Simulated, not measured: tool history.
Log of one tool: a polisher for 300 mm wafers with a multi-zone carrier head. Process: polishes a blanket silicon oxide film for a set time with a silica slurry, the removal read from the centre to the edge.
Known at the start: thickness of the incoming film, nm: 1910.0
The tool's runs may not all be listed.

run	hour	flow of slurry (ml/min)	pressure of the head's centre zone	pressure of the head's middle zone	pressure of the head's edge zone	abrasive content of the slurry	polishing time (s)	film removed at the wafer's centre (angstrom)	film removed at mid-radius (angstrom)	film removed at the wafer's edge (angstrom)
1	0.0	205	1.00	1.00	1.00	1.00	47	1449.4	1471.8	1534.9
2	6.5	210	1.01	1.02	1.02	1.05	47	1492.1	1536.3	1610.3
3	8.7	215	1.03	1.04	1.03	1.10	47	1596.3	1593.0	1616.3
4	10.9	215	1.03	1.05	1.04	1.15	48	1642.9	1682.4	1665.2
5	12.4	215	1.03	1.05	1.04	1.05	48	1570.0	1602.8	1620.5
6	17.4	215	1.03	1.05	1.05	1.10	49	1602.3	1688.6	1693.3
7	19.0	215	1.04	1.05	1.06	1.15	50	1747.2	1735.5	1775.6
8	27.0	215	1.04	1.06	1.07	1.20	50	1753.8	1783.7	1815.0
9	27.9	215	1.04	1.07	1.08	1.25	50	1791.0	1859.9	1884.4
10	34.6	220	1.05	1.08	1.09	1.30	50	1828.7	1895.7	1884.0

Forecast run 11:
11	40.9	220	1.05	1.08	1.10	1.30	51	?	?	?

film removed at the wafer's centre (angstrom): 1884.9
film removed at mid-radius (angstrom): 1949.7
film removed at the wafer's edge (angstrom): 1930.2

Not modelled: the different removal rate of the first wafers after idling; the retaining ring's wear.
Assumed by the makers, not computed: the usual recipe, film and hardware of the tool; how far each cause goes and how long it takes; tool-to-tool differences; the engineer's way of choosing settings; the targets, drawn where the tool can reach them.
